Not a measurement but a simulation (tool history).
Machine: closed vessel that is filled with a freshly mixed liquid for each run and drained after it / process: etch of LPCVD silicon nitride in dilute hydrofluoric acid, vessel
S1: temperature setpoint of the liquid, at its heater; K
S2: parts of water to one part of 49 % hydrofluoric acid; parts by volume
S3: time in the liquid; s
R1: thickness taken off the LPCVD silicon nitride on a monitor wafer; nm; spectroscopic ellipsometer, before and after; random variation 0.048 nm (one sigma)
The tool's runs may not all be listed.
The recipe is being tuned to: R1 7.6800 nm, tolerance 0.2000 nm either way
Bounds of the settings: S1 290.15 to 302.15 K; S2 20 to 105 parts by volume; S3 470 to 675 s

run  hour      S1  S2   S3      R1
  1   0.0  294.15  55  675  6.1599
  2   6.3  295.15  55  675  6.5385
  3  15.4  295.15  70  675  5.1645
  4  23.8  296.65  70  675  5.7197
  5  28.9  297.65  70  675  6.1662
  6  37.2  299.15  70  675  6.7895
  7  46.2  299.65  70  675  6.9271
  8  55.1  300.15  70  675  7.1403
  9  62.2  300.65  70  675  7.4208

Of the 5 settings listed for the next run, only one would bring every result within its allowed miss of target. Which one?
  A  69.3  301.65  70  610   ?
  B  69.3  302.15  70  640   ?
  C  69.3  300.15  70  675   ?
  D  69.3  300.15  70  660   ?
  E  69.3  302.15  75  655   ?

move      R1
   A  7.1778
   B  7.7740
   C  7.2149
   D  7.0545
   E  7.4258
A: further off than the last run
B: every result within its allowed miss
C: further off than the last run
D: further off than the last run
E: roughly where the last run was
Answer: B

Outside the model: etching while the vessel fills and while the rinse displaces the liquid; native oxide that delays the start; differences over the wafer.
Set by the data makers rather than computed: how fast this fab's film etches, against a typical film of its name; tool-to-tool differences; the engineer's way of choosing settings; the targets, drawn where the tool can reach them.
